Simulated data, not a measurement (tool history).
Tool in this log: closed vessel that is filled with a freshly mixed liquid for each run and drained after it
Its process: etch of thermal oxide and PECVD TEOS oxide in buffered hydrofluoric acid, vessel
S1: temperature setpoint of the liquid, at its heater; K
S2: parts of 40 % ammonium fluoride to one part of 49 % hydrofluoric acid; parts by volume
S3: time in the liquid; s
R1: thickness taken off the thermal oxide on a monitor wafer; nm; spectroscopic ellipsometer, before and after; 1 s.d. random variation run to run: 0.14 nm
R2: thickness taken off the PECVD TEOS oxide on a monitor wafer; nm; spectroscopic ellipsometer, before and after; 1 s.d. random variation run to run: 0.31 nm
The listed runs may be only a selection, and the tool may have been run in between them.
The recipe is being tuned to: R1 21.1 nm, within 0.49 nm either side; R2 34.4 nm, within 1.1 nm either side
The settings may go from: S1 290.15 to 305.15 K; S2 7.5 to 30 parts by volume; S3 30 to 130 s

run,hour,S1,S2,S3,R1,R2
1,0,298.15,20.5,65,39.258,64.395
2,6.9,298.15,22.5,65,36.845,61.128
3,7.8,296.15,23.5,65,31.981,52.166
4,14.6,294.65,23.5,65,29.403,48.891
5,21.7,294.65,20.5,65,32.837,52.865
6,24.4,293.65,22,65,29.447,46.883
7,32.6,293.15,23.5,65,27.08,44.73
8,34.8,292.65,24,65,25.932,42.527
9,38.3,292.15,24.5,65,24.987,40.392
10,40.9,291.65,25,65,23.953,39.252
11,41.9,291.15,25.5,65,22.817,37.687
12,43.2,290.65,25.5,65,21.948,36.157
13,48.7,290.15,25.5,65,21.746,35.992

Which single option among these 4 for the next run brings every result within its allowed miss of target? Just one does.
A,54.2,290.15,26.5,70,?,?
B,54.2,290.65,22.5,60,?,?
C,54.2,290.65,21.5,55,?,?
D,54.2,291.15,25.5,65,?,?

move,R1,R2
A,22.79,36.548
B,22.513,36.104
C,21.296,34.152
D,23.013,36.906
A: further off than the last run
B: further off than the last run
C: in spec on every target
D: further off than the last run
C is the move that brings every result within its allowed miss.
